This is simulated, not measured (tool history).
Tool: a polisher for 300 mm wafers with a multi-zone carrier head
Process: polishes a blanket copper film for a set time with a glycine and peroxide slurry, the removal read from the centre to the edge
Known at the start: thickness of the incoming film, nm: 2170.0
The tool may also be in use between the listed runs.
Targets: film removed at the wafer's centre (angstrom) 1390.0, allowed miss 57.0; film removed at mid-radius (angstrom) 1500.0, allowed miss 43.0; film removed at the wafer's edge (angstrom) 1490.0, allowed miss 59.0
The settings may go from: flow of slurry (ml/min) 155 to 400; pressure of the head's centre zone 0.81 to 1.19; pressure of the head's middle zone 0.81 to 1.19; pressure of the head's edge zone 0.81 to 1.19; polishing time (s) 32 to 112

run	day	flow of slurry (ml/min)	pressure of the head's centre zone	pressure of the head's middle zone	pressure of the head's edge zone	polishing time (s)	film removed at the wafer's centre (angstrom)	film removed at mid-radius (angstrom)	film removed at the wafer's edge (angstrom)
1	0.000	255	1.00	1.00	1.00	72	1886.9	1939.7	1867.5
2	0.083	250	0.97	0.97	0.97	69	1761.6	1796.9	1816.7
3	0.392	250	0.97	0.97	1.03	69	1750.5	1822.8	1857.1
4	0.692	250	0.96	0.97	1.01	65	1615.8	1701.2	1750.4
5	1.042	245	0.95	0.98	0.98	63	1532.6	1660.3	1616.8
6	1.279	235	0.94	0.97	0.96	62	1488.6	1628.0	1592.8
7	1.621	230	0.94	0.96	0.94	61	1468.5	1577.9	1567.1
8	1.754	225	0.94	0.96	0.93	61	1488.9	1550.9	1542.6
9	1.908	220	0.93	0.96	0.93	61	1431.0	1543.2	1533.7
10	2.200	220	0.93	0.96	0.93	61	1430.7	1556.4	1517.1
11	2.262	215	0.93	0.95	0.93	61	1433.2	1580.2	1557.0

4 next moves are on the table. One of them brings every result within its allowed miss. Which?
A	2.325	215	0.97	1.03	0.87	57	?	?	?
B	2.325	230	0.86	0.85	0.98	57	?	?	?
C	2.325	300	0.89	0.92	0.93	58	?	?	?
D	2.325	170	0.85	1.02	0.92	62	?	?	?

move	film removed at the wafer's centre (angstrom)	film removed at mid-radius (angstrom)	film removed at the wafer's edge (angstrom)
A	1382.4	1494.7	1392.5
B	1237.0	1367.2	1484.9
C	1351.1	1495.2	1509.6
D	1255.8	1552.0	1506.9
A: brings the result that was furthest off to its target, and leaves another outside
B: takes the result that was furthest off past its target
C: meets every target
D: further off than the last run
Move C is the one to make.
